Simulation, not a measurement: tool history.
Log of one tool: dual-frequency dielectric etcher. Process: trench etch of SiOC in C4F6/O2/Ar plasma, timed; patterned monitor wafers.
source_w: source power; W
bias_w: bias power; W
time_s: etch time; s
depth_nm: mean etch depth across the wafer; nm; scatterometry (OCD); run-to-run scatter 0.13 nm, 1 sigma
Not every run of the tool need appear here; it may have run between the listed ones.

run 1 hour=0.0 | source_w=280 bias_w=188 time_s=24 | depth_nm=40.140
run 2 hour=3.7 | source_w=280 bias_w=206 time_s=24 | depth_nm=41.081
run 3 hour=10.9 | source_w=250 bias_w=191 time_s=24 | depth_nm=37.224
run 4 hour=18.6 | source_w=230 bias_w=190 time_s=24 | depth_nm=35.312
run 5 hour=24.0 | source_w=260 bias_w=190 time_s=24 | depth_nm=38.141
run 6 hour=32.3 | source_w=240 bias_w=189 time_s=24 | depth_nm=36.287
run 7 hour=37.1 | source_w=230 bias_w=188 time_s=24 | depth_nm=35.400

Run 8 comes next. What will it give?
-- hour=40.3 bias power generator calibrated
run 8 hour=40.3 | source_w=220 bias_w=188 time_s=24 | depth_nm=?

Logged for run 8: depth_nm 34.417 nm.

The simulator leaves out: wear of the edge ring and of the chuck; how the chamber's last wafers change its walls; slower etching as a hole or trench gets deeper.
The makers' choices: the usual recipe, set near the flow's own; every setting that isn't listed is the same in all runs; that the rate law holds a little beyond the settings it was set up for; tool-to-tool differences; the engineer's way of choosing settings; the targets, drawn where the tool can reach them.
